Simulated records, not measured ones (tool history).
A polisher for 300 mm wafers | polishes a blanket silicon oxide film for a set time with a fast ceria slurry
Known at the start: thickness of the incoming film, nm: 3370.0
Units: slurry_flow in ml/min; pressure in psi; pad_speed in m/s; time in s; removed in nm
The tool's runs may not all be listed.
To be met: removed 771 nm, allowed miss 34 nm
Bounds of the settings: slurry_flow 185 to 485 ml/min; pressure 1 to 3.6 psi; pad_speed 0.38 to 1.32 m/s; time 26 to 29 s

run 1 hour=0 | slurry_flow=310 pressure=2.3 pad_speed=0.84 time=29 | removed=396.47
run 2 hour=6.7 | slurry_flow=310 pressure=2.6 pad_speed=0.86 time=29 | removed=452.12
run 3 hour=13 | slurry_flow=310 pressure=2.2 pad_speed=0.86 time=29 | removed=396.53
run 4 hour=20.5 | slurry_flow=340 pressure=2.2 pad_speed=0.86 time=29 | removed=392.25
run 5 hour=22.7 | slurry_flow=340 pressure=2.5 pad_speed=0.9 time=29 | removed=460.97
run 6 hour=23.9 | slurry_flow=340 pressure=2.7 pad_speed=0.92 time=29 | removed=504.83
run 7 hour=25.5 | slurry_flow=340 pressure=2.9 pad_speed=0.94 time=29 | removed=558.87
run 8 hour=27.2 | slurry_flow=340 pressure=3.5 pad_speed=0.98 time=29 | removed=702.67
run 9 hour=33.3 | slurry_flow=340 pressure=3.5 pad_speed=1 time=29 | removed=710.73
run 10 hour=36.9 | slurry_flow=340 pressure=3.5 pad_speed=1 time=29 | removed=714.54

4 next moves are on the table. One of them brings every result within its allowed miss. Which?
run A hour=40.5 | slurry_flow=375 pressure=3.6 pad_speed=1.14 time=29 | removed=?
run B hour=40.5 | slurry_flow=390 pressure=3.6 pad_speed=0.92 time=29 | removed=?
run C hour=40.5 | slurry_flow=410 pressure=3.4 pad_speed=1.26 time=26 | removed=?
run D hour=40.5 | slurry_flow=365 pressure=3.3 pad_speed=1.06 time=28 | removed=?

move=A removed=830.64
move=B removed=675.7
move=C removed=781.2
move=D removed=684.64
A: takes the result that was furthest off past its target
B: further off than the last run
C: meets every target
D: further off than the last run
Answer: C
